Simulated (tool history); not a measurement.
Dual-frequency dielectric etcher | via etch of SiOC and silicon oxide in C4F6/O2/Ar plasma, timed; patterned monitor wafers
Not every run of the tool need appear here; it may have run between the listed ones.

run  hour  source power (W)  bias power (W)  etch time (s)  mean etch depth across the wafer (angstrom)
  1   0.0               370             221             70                                       853.78
  2   1.6               370             221             73                                       886.31
  3   8.5               370             221             73                                       889.69
  4   9.3               410             221             73                                       927.84
  5  12.7               390             214             73                                       900.40
  6  19.1               370             208             73                                       868.09
  7  20.1               350             205             73                                       848.57
  8  26.2               340             202             73                                       833.07
  9  33.9               340             202             73                                       834.45
 10  38.0               330             199             73                                       819.96

Run 11 is up next; what results do you expect?
 11  41.4               320             197             73                                            ?

Run 11 gave mean etch depth across the wafer (angstrom) 805.90.

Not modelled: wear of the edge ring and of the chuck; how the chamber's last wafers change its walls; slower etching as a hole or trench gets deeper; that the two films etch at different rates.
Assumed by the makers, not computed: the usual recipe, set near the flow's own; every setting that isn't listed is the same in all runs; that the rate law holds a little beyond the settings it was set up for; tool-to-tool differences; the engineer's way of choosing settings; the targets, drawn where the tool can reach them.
